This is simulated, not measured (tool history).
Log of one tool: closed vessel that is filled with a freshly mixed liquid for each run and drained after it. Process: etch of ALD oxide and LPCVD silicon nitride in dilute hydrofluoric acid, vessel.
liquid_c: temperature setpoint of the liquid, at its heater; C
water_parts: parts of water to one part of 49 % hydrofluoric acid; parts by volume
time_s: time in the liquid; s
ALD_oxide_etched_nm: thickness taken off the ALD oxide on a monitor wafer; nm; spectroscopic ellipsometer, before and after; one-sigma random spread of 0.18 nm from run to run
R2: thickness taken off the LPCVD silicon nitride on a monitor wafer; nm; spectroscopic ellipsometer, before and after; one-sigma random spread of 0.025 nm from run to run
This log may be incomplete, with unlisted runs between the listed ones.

Run 1, hour 0.0: liquid_c 23.0 C, water_parts 40 parts by volume, time_s 60 s. Result: ALD_oxide_etched_nm 50.278 nm, R2 0.67704 nm.
Run 2, hour 8.7: liquid_c 23.0 C, water_parts 40 parts by volume, time_s 45 s. Result: ALD_oxide_etched_nm 37.845 nm, R2 0.49001 nm.
Run 3, hour 14.3: liquid_c 23.0 C, water_parts 40 parts by volume, time_s 30 s. Result: ALD_oxide_etched_nm 25.059 nm, R2 0.38217 nm.
Run 4, hour 17.3: liquid_c 23.0 C, water_parts 40 parts by volume, time_s 50 s. Result: ALD_oxide_etched_nm 41.682 nm, R2 0.60409 nm.
Run 5, hour 19.0: liquid_c 23.5 C, water_parts 40 parts by volume, time_s 50 s. Result: ALD_oxide_etched_nm 42.482 nm, R2 0.60375 nm.
Run 6, hour 19.9: liquid_c 23.5 C, water_parts 50 parts by volume, time_s 50 s. Result: ALD_oxide_etched_nm 33.564 nm, R2 0.45694 nm.
Run 7, hour 26.2: liquid_c 24.0 C, water_parts 50 parts by volume, time_s 50 s. Result: ALD_oxide_etched_nm 34.520 nm, R2 0.48169 nm.
Run 8, hour 30.2: liquid_c 24.0 C, water_parts 50 parts by volume, time_s 50 s. Result: ALD_oxide_etched_nm 34.255 nm, R2 0.49865 nm.
Run 9, hour 33.5: liquid_c 24.5 C, water_parts 50 parts by volume, time_s 50 s. Result: ALD_oxide_etched_nm 34.988 nm, R2 0.49631 nm.
Run 10, hour 36.4: liquid_c 25.0 C, water_parts 50 parts by volume, time_s 50 s. Result: ALD_oxide_etched_nm 35.786 nm, R2 0.52482 nm.
Run 11, hour 45.1: liquid_c 25.5 C, water_parts 50 parts by volume, time_s 50 s. Result: ALD_oxide_etched_nm 36.363 nm, R2 0.53734 nm.
Run 12, hour 53.0: liquid_c 26.0 C, water_parts 50 parts by volume, time_s 50 s. Result: ALD_oxide_etched_nm 37.339 nm, R2 0.55355 nm.
Run 13, hour 58.1: liquid_c 26.5 C, water_parts 50 parts by volume, time_s 50 s. Result: ALD_oxide_etched_nm 37.910 nm, R2 0.52721 nm.
Run 14, hour 64.9: liquid_c 27.0 C, water_parts 50 parts by volume, time_s 50 s. Result: ALD_oxide_etched_nm 38.577 nm, R2 0.59791 nm.
Run 15, hour 71.3: liquid_c 27.0 C, water_parts 45 parts by volume, time_s 50 s. Result: ALD_oxide_etched_nm 43.190 nm, R2 0.64423 nm.
Run 16, hour 79.1: liquid_c 26.5 C, water_parts 45 parts by volume, time_s 50 s. Result: ALD_oxide_etched_nm 42.345 nm, R2 0.70683 nm.
Run 17, hour 82.3: liquid_c 26.0 C, water_parts 45 parts by volume, time_s 50 s. Result: ALD_oxide_etched_nm 41.398 nm, R2 0.67358 nm.
Run 18, hour 82.9: liquid_c 26.0 C, water_parts 45 parts by volume, time_s 50 s. Result: ALD_oxide_etched_nm 41.492 nm, R2 0.62758 nm.

For run 19, what comes out?
Run 19, hour 86.6: liquid_c 25.5 C, water_parts 45 parts by volume, time_s 50 s. Result: ALD_oxide_etched_nm ?, R2 ?.

Run 19 measured ALD_oxide_etched_nm 40.657 nm, R2 0.62221 nm.
